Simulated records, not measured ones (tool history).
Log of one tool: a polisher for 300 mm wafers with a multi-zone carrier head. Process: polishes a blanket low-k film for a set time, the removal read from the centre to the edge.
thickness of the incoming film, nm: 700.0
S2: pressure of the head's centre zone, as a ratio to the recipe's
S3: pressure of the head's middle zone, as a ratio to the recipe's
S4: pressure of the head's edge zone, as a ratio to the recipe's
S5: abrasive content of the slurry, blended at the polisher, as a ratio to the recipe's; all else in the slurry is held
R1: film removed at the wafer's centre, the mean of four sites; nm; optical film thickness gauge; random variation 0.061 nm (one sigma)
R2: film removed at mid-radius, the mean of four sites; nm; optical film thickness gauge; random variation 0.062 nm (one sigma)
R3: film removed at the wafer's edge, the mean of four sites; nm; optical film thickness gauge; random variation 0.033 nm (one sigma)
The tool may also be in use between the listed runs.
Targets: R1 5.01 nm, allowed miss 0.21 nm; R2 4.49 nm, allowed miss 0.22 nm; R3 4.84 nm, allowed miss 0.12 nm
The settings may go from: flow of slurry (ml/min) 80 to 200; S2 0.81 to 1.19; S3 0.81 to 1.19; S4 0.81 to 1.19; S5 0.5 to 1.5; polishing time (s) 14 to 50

run 1 hour=0 | flow_of_slurry_(ml/min)=130 S2=1 S3=1 S4=1 S5=1 polishing_time_(s)=32 | R1=9.7627 R2=9.4393 R3=9.5991
run 2 hour=5.1 | flow_of_slurry_(ml/min)=130 S2=1 S3=1 S4=1 S5=1 polishing_time_(s)=37 | R1=11.381 R2=10.935 R3=11.067
run 3 hour=7.4 | flow_of_slurry_(ml/min)=130 S2=1 S3=1 S4=1 S5=1.2 polishing_time_(s)=37 | R1=12.305 R2=12.169 R3=11.975
run 4 hour=11.5 | flow_of_slurry_(ml/min)=130 S2=1 S3=1 S4=0.92 S5=1.2 polishing_time_(s)=37 | R1=12.205 R2=11.992 R3=11.405
run 5 hour=13.4 | flow_of_slurry_(ml/min)=120 S2=0.99 S3=0.98 S4=0.89 S5=1 polishing_time_(s)=32 | R1=9.5693 R2=9.4343 R3=8.9861
run 6 hour=19.2 | flow_of_slurry_(ml/min)=120 S2=0.99 S3=0.93 S4=0.89 S5=1 polishing_time_(s)=32 | R1=9.5037 R2=9.1063 R3=8.8421
run 7 hour=26.1 | flow_of_slurry_(ml/min)=115 S2=0.99 S3=0.9 S4=0.9 S5=0.85 polishing_time_(s)=28 | R1=7.6185 R2=6.9059 R3=7.2466
run 8 hour=32.1 | flow_of_slurry_(ml/min)=110 S2=0.98 S3=0.89 S4=0.88 S5=0.75 polishing_time_(s)=26 | R1=6.5649 R2=5.8368 R3=6.2765
run 9 hour=35 | flow_of_slurry_(ml/min)=100 S2=0.94 S3=0.9 S4=0.81 S5=0.5 polishing_time_(s)=23 | R1=4.5001 R2=4.2524 R3=4.2528
run 10 hour=37.8 | flow_of_slurry_(ml/min)=135 S2=0.93 S3=0.84 S4=0.89 S5=0.5 polishing_time_(s)=23 | R1=4.6833 R2=4.333 R3=4.7268
run 11 hour=41.3 | flow_of_slurry_(ml/min)=140 S2=0.94 S3=0.84 S4=0.89 S5=0.5 polishing_time_(s)=23 | R1=4.7663 R2=4.2803 R3=4.6738
run 12 hour=48.7 | flow_of_slurry_(ml/min)=140 S2=0.95 S3=0.85 S4=0.9 S5=0.5 polishing_time_(s)=23 | R1=4.8854 R2=4.4589 R3=4.7216

Which of these 5 next moves meets every target?
run A hour=56.1 | flow_of_slurry_(ml/min)=155 S2=1.02 S3=0.96 S4=0.88 S5=0.5 polishing_time_(s)=22 | R1=? R2=? R3=?
run B hour=56.1 | flow_of_slurry_(ml/min)=165 S2=0.99 S3=0.84 S4=0.86 S5=0.5 polishing_time_(s)=22 | R1=? R2=? R3=?
run C hour=56.1 | flow_of_slurry_(ml/min)=110 S2=0.99 S3=0.88 S4=0.93 S5=0.6 polishing_time_(s)=22 | R1=? R2=? R3=?
run D hour=56.1 | flow_of_slurry_(ml/min)=155 S2=0.85 S3=0.92 S4=0.92 S5=0.5 polishing_time_(s)=23 | R1=? R2=? R3=?
run E hour=56.1 | flow_of_slurry_(ml/min)=125 S2=0.98 S3=0.91 S4=0.87 S5=0.5 polishing_time_(s)=23 | R1=? R2=? R3=?

move=A R1=5.0541 R2=4.6562 R3=4.5018
move=B R1=4.9581 R2=4.2127 R3=4.4964
move=C R1=5.0023 R2=4.4593 R3=4.8532
move=D R1=4.3954 R2=4.7017 R3=4.8059
move=E R1=4.8493 R2=4.4736 R3=4.5532
A: further off than the last run
B: further off than the last run
C: meets every target
D: brings the result that was furthest off to its target, and leaves another outside
E: further off than the last run
Answer: C
